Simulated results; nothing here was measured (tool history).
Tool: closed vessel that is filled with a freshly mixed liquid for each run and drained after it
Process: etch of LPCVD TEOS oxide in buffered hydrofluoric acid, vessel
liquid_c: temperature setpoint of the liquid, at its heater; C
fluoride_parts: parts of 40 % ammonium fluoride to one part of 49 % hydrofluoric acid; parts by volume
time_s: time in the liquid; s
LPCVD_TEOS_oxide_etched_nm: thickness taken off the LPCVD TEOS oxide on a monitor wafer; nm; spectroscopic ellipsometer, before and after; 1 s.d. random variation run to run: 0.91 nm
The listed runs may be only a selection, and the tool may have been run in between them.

| run | hour | liquid_c | fluoride_parts | time_s | LPCVD_TEOS_oxide_etched_nm |
|---|---|---|---|---|---|
| 1 | 0.0 | 21.0 | 16.5 | 35 | 67.811 |
| 2 | 1.0 | 21.0 | 12.0 | 35 | 92.528 |
| 3 | 5.3 | 18.5 | 12.0 | 35 | 81.698 |
| 4 | 14.4 | 22.0 | 12.0 | 35 | 96.240 |
| 5 | 22.2 | 18.5 | 12.0 | 35 | 80.017 |
| 6 | 27.4 | 20.5 | 12.0 | 35 | 90.758 |
| 7 | 35.7 | 21.5 | 12.0 | 35 | 93.512 |
| 8 | 44.5 | 21.5 | 12.0 | 35 | 94.771 |

Run 9 has not been measured yet. What should we expect?
| 9 | 53.1 | 22.5 | 12.0 | 35 | ? |

{"run 9": {"LPCVD_TEOS_oxide_etched_nm": 100.38}}
